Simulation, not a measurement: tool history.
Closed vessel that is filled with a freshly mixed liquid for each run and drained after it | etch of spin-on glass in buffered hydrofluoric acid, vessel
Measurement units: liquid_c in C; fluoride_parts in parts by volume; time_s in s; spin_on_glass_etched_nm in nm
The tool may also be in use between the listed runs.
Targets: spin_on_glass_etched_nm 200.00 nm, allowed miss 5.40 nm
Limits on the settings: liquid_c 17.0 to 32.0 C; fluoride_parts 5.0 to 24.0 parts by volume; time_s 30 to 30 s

run  hour  liquid_c  fluoride_parts  time_s  spin_on_glass_etched_nm
  1   0.0      25.0            14.5      30                   116.51
  2   7.9      25.0            14.5      30                   118.62
  3  14.6      25.0            14.5      30                   116.38
  4  23.8      26.0            14.0      30                   129.11
  5  28.2      27.0            14.0      30                   134.78
  6  31.3      27.0            14.0      30                   135.86
  7  36.7      28.0            13.5      30                   150.42
  8  39.9      28.5            13.5      30                   151.54
  9  46.5      29.0            13.5      30                   156.73
 10  50.2      29.5            13.5      30                   160.68
 11  55.1      30.0            13.5      30                   163.80
 12  58.2      30.5            13.5      30                   167.56
 13  66.6      31.5            12.5      30                   194.08

4 candidate next runs follow, results not yet known. Just one meets every target within its allowed miss. Identify it.
  A  75.0      29.0            10.5      30                        ?
  B  75.0      31.0            11.0      30                        ?
  C  75.0      29.5            10.0      30                        ?
  D  75.0      32.0            11.5      30                        ?

move  spin_on_glass_etched_nm
   A                   200.82
   B                   213.17
   C                   216.19
   D                   215.03
A: meets every target
B: takes the result that was furthest off past its target
C: takes the result that was furthest off past its target
D: takes the result that was furthest off past its target
Answer: A
